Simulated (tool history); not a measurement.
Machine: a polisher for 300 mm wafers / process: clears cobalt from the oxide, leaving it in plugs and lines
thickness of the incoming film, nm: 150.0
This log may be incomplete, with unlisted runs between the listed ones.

run,hour,flow of slurry (ml/min),pressure of the wafer on the pad (kPa),speed of the pad under the wafer (m/s),overpolish time after the end point (s),time until the end point was called (s),dishing of a wide line in a test structure (nm)
1,0.0,295,13.8,1.14,18,26.504,54.078
2,3.1,295,13.8,1.32,18,23.026,56.718
3,5.1,295,13.1,1.32,19,24.590,57.602
4,7.4,295,12.4,1.32,20,26.110,57.274
5,14.0,295,11.7,1.32,21,27.696,57.008
6,17.1,295,9.7,1.32,21,32.253,52.094
7,21.4,295,9.7,1.32,22,31.845,54.749
8,22.8,295,9.7,1.32,23,32.366,54.899
9,23.8,295,9.7,1.32,24,32.520,56.465

Run 10 has not been measured yet. What should we expect?
10,32.2,295,9.7,1.32,25,?,?

time until the end point was called (s): 32.339
dishing of a wide line in a test structure (nm): 57.298
